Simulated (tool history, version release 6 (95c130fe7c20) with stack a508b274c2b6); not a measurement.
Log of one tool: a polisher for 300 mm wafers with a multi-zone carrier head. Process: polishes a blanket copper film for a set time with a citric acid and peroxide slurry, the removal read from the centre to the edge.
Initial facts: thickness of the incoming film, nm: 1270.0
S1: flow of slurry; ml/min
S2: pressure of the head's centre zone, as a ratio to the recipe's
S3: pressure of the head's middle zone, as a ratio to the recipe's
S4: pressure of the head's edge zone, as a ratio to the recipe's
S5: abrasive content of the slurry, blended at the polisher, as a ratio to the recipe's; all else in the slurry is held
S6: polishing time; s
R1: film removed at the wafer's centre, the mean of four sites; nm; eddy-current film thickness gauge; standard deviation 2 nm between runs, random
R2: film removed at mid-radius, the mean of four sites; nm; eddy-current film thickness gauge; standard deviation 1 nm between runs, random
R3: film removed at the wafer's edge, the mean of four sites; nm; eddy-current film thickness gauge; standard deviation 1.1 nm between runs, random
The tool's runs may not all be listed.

run	hour	S1	S2	S3	S4	S5	S6	R1	R2	R3
1	0	210	1	1	1	1	61	107.74	107.85	111.35
2	3.9	225	1.04	1.03	1.02	1.1	62	118.84	118.25	119.26
3	6.2	225	1.04	1.03	1.02	0.95	62	112.1	112.13	114.11
4	13.8	235	1.07	1.05	1.03	1.05	63	123.23	119.73	120.82
5	14.7	235	1.13	1.05	1.03	1.05	63	127.93	121.59	120.52
6	19.6	250	1.14	1.07	1.04	1.15	64	139.15	131.37	127.31
7	28.5	260	1.15	1.09	1.06	1.2	64	142.13	134.23	129.99

What will run 8 give?
8	34.7	265	1.16	1.1	1.07	1.25	65	?	?	?

Run 8 came out at R1 146.79 nm, R2 139.87 nm, R3 134.7 nm.
